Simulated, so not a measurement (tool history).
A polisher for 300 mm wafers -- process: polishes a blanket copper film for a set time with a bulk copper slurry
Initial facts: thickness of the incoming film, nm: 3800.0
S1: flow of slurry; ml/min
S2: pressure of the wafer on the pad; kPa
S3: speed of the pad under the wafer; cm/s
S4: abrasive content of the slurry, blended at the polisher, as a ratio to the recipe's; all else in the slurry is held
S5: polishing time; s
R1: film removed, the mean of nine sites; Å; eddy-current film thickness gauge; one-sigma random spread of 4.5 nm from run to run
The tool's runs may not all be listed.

run 1 hour=0.0 | S1=180 S2=17.2 S3=100 S4=1.00 S5=100 | R1=6852.8
run 2 hour=0.5 | S1=180 S2=17.2 S3=100 S4=1.00 S5=105 | R1=7105.3
run 3 hour=5.4 | S1=180 S2=17.2 S3=120 S4=1.00 S5=105 | R1=8532.9
run 4 hour=7.6 | S1=180 S2=17.2 S3=120 S4=1.15 S5=105 | R1=8581.7
run 5 hour=11.7 | S1=180 S2=17.2 S3=120 S4=1.15 S5=105 | R1=8615.8
run 6 hour=18.6 | S1=180 S2=17.2 S3=106 S4=1.15 S5=105 | R1=7700.2
run 7 hour=19.7 | S1=175 S2=15.9 S3=106 S4=1.15 S5=105 | R1=7256.2

Estimate the outcome of run 8 from the log above:
run 8 hour=20.8 | S1=175 S2=14.5 S3=106 S4=1.15 S5=105 | R1=?

Run 8 yielded R1 6662.0 Å.

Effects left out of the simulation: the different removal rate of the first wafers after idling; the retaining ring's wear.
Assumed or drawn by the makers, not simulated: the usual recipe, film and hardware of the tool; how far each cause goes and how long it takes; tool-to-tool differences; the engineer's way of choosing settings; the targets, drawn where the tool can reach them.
